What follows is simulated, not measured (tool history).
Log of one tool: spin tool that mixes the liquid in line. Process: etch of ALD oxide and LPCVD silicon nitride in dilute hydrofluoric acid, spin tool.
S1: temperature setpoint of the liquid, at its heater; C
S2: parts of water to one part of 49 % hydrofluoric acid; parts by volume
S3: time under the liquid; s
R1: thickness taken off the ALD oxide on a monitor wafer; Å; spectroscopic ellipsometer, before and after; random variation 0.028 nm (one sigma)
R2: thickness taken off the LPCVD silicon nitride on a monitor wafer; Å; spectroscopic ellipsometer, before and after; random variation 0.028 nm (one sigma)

run,hour,S1,S2,S3,R1,R2
1,0.0,23.0,150,110,86.708,3.7149
2,1.4,21.5,150,110,80.824,3.8894
3,2.9,21.5,150,65,48.150,2.0257
4,6.6,23.5,150,65,51.918,2.1185
5,12.8,25.5,150,65,56.296,2.8274
6,20.2,25.5,185,65,43.489,1.6393

Forecast run 7:
7,25.5,27.0,175,65,?,?

{"run 7": {"R1": 49.223, "R2": 2.655}}

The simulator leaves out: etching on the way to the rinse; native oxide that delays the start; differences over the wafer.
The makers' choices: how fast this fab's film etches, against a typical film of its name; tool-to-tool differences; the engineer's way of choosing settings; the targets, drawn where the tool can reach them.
